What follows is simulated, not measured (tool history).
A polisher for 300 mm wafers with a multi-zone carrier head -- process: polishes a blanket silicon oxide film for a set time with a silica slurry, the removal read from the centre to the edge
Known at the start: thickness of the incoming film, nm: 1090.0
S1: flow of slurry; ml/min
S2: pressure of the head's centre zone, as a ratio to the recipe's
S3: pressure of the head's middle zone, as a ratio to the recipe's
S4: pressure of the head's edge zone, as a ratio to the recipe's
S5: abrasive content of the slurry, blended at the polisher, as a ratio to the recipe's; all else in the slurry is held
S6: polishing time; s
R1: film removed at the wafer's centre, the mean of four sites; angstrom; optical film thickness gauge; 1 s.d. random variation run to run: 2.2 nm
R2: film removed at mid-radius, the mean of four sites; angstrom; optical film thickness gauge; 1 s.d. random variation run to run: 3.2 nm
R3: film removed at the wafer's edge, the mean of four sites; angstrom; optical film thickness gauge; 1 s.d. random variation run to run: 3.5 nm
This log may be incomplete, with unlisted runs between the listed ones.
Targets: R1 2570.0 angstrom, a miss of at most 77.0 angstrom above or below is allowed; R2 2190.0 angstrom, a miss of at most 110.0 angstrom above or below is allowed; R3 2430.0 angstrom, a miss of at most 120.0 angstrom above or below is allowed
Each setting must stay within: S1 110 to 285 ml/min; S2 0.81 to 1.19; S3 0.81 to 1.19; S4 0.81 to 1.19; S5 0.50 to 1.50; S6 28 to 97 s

run 1 day=0.000 | S1=180 S2=1.00 S3=1.00 S4=1.00 S5=1.00 S6=62 | R1=2997.0 R2=3101.9 R3=3163.8
run 2 day=0.167 | S1=175 S2=1.01 S3=0.97 S4=0.98 S5=0.90 S6=62 | R1=2778.3 R2=2762.1 R3=2827.4
run 3 day=0.229 | S1=145 S2=1.01 S3=0.97 S4=0.98 S5=0.90 S6=62 | R1=2681.6 R2=2739.7 R3=2887.6
run 4 day=0.525 | S1=150 S2=1.02 S3=0.94 S4=0.96 S5=0.90 S6=62 | R1=2753.0 R2=2633.3 R3=2788.5
run 5 day=0.608 | S1=150 S2=1.02 S3=0.99 S4=0.96 S5=0.90 S6=62 | R1=2716.0 R2=2815.9 R3=2767.6
run 6 day=0.842 | S1=190 S2=1.02 S3=0.99 S4=0.96 S5=0.90 S6=62 | R1=2892.5 R2=2946.5 R3=2859.8
run 7 day=0.962 | S1=190 S2=1.02 S3=0.99 S4=0.96 S5=0.90 S6=62 | R1=2894.9 R2=2869.5 R3=2873.0
run 8 day=1.304 | S1=180 S2=1.02 S3=0.96 S4=0.94 S5=0.90 S6=62 | R1=2848.9 R2=2816.6 R3=2761.3
run 9 day=1.642 | S1=170 S2=1.02 S3=0.93 S4=0.94 S5=0.90 S6=62 | R1=2822.4 R2=2791.7 R3=2804.5
run 10 day=1.988 | S1=165 S2=1.03 S3=0.92 S4=0.94 S5=0.85 S6=62 | R1=2734.2 R2=2650.8 R3=2735.7
run 11 day=2.129 | S1=160 S2=1.05 S3=0.90 S4=0.93 S5=0.80 S6=62 | R1=2646.6 R2=2475.8 R3=2602.2
run 12 day=2.454 | S1=155 S2=1.06 S3=0.88 S4=0.92 S5=0.80 S6=62 | R1=2667.6 R2=2410.9 R3=2581.0
run 13 day=2.521 | S1=150 S2=1.07 S3=0.87 S4=0.91 S5=0.80 S6=62 | R1=2659.3 R2=2404.2 R3=2607.2
run 14 day=2.612 | S1=150 S2=1.08 S3=0.86 S4=0.90 S5=0.80 S6=62 | R1=2660.9 R2=2349.1 R3=2530.8
run 15 day=2.954 | S1=145 S2=1.08 S3=0.85 S4=0.90 S5=0.80 S6=62 | R1=2703.3 R2=2319.5 R3=2541.1
run 16 day=3.167 | S1=140 S2=1.08 S3=0.84 S4=0.89 S5=0.80 S6=62 | R1=2662.1 R2=2303.3 R3=2538.9

Which single option among these 5 for the next run brings every result within its allowed miss of target? Just one does.
run A day=3.379 | S1=120 S2=1.05 S3=0.81 S4=0.90 S5=1.05 S6=59 | R1=? R2=? R3=?
run B day=3.379 | S1=180 S2=1.09 S3=0.82 S4=0.84 S5=0.75 S6=66 | R1=? R2=? R3=?
run C day=3.379 | S1=140 S2=1.15 S3=0.81 S4=0.87 S5=0.85 S6=58 | R1=? R2=? R3=?
run D day=3.379 | S1=110 S2=0.90 S3=0.81 S4=0.90 S5=0.80 S6=72 | R1=? R2=? R3=?
run E day=3.379 | S1=120 S2=1.08 S3=0.81 S4=0.83 S5=0.70 S6=70 | R1=? R2=? R3=?

move=A R1=2782.7 R2=2479.4 R3=2713.2
move=B R1=2845.2 R2=2441.0 R3=2535.4
move=C R1=2722.4 R2=2221.4 R3=2380.8
move=D R1=2444.6 R2=2511.8 R3=2764.4
move=E R1=2600.3 R2=2258.2 R3=2405.4
A: its largest miss is bigger than the last run's
B: its largest miss is bigger than the last run's
C: its largest miss is bigger than the last run's
D: carries the result that was furthest off beyond its target, to the other side
E: hits every target within its allowed miss
Go with E: it meets all targets.
